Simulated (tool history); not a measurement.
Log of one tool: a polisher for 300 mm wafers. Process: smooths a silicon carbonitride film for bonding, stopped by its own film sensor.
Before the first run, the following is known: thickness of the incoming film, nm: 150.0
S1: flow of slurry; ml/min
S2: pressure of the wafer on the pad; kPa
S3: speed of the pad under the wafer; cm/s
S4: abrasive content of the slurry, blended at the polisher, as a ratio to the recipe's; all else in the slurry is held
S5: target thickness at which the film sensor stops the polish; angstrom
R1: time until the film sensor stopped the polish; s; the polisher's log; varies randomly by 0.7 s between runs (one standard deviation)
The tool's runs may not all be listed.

run	day	S1	S2	S3	S4	S5	R1
1	0.000	195	16.5	86	1.0	1330	51.238
2	0.154	195	15.9	86	1.0	1330	53.128
3	0.383	195	15.2	86	1.0	1330	55.767
4	0.571	195	17.9	86	1.0	1330	46.774
5	0.600	195	17.9	86	1.0	1330	46.889
6	0.921	195	20.0	86	1.0	1330	42.388
7	1.067	190	15.9	82	1.0	1330	56.736

Run 8 is up next; what results do you expect?
8	1.108	180	15.9	82	1.0	1330	?

R1: 56.559 s
